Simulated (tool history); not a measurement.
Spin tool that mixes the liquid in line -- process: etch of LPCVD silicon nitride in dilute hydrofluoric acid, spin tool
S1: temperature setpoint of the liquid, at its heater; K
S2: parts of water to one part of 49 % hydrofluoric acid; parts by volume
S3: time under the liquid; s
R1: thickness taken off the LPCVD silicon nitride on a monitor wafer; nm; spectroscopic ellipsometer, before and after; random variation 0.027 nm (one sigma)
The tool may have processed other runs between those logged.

| run | hour | S1 | S2 | S3 | R1 |
|---|---|---|---|---|---|
| 1 | 0.0 | 296.15 | 80 | 260 | 1.5451 |
| 2 | 5.7 | 296.15 | 80 | 260 | 1.5554 |
| 3 | 10.7 | 295.15 | 85 | 260 | 1.4286 |
| 4 | 14.8 | 298.15 | 85 | 260 | 1.6940 |
| 5 | 21.5 | 296.65 | 90 | 260 | 1.4134 |
| 6 | 27.7 | 296.65 | 90 | 280 | 1.5585 |
| 7 | 29.2 | 295.65 | 95 | 275 | 1.3746 |

Predict the results of run 8:
| 8 | 35.4 | 295.15 | 100 | 275 | ? |

R1: 1.2737 nm
